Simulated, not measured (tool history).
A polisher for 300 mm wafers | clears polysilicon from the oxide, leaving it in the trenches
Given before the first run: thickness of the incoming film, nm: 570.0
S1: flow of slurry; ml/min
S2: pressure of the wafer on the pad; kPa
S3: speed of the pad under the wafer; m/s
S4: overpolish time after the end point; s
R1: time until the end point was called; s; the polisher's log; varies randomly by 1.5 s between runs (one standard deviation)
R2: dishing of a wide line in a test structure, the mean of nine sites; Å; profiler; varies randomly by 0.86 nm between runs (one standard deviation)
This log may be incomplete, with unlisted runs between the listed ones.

| run | hour | S1 | S2 | S3 | S4 | R1 | R2 |
|---|---|---|---|---|---|---|---|
| 1 | 0.0 | 240 | 13.1 | 1.00 | 28 | 52.746 | 641.37 |
| 2 | 4.4 | 240 | 11.0 | 0.96 | 22 | 64.684 | 599.69 |
| 3 | 5.3 | 240 | 12.4 | 0.96 | 22 | 58.357 | 608.39 |
| 4 | 13.2 | 240 | 12.4 | 0.86 | 22 | 63.187 | 596.03 |
| 5 | 18.9 | 240 | 11.0 | 0.84 | 21 | 71.247 | 578.64 |
| 6 | 25.2 | 240 | 11.0 | 0.84 | 14 | 70.671 | 506.65 |
| 7 | 29.9 | 240 | 9.7 | 0.84 | 16 | 82.302 | 512.92 |

Predict the results of run 8:
| 8 | 38.8 | 240 | 9.0 | 0.84 | 19 | ? | ? |

R1: 86.305 s
R2: 525.43 Å
